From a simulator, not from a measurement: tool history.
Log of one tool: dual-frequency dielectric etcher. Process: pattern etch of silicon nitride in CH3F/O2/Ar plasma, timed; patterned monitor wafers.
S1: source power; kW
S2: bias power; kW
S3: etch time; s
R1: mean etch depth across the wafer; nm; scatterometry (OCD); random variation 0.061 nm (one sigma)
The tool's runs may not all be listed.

run,hour,S1,S2,S3,R1
1,0.0,0.320,0.056,40,24.204
2,8.3,0.320,0.056,37,22.322
3,10.6,0.300,0.054,37,21.105
4,12.2,0.300,0.062,37,21.842
5,16.0,0.260,0.062,37,19.799
6,18.8,0.260,0.055,37,19.194
7,22.1,0.250,0.055,37,18.846

Forecast run 8:
8,28.4,0.240,0.055,37,?

Run 8 gave R1 18.176 nm.
